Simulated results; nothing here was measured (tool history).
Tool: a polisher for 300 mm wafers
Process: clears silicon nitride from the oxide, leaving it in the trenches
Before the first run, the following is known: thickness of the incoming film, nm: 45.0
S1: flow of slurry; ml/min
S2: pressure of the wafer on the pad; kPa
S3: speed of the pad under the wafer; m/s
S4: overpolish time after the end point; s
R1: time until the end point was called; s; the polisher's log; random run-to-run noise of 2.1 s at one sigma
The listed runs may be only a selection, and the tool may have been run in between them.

run,day,S1,S2,S3,S4,R1
1,0,295,13.1,0.98,15,64.781
2,0.158,295,12.4,0.98,15,69.408
3,0.221,295,14.5,0.98,15,59.804
4,0.3,250,14.5,0.98,15,60.657
5,0.496,250,13.8,0.96,15,62.488
6,0.671,250,13.8,0.96,16,63.734
7,0.988,250,13.1,0.94,16,71.836

For run 8, what comes out?
8,1.033,250,12.4,0.94,16,?

{"run 8": {"R1": 72.812}}
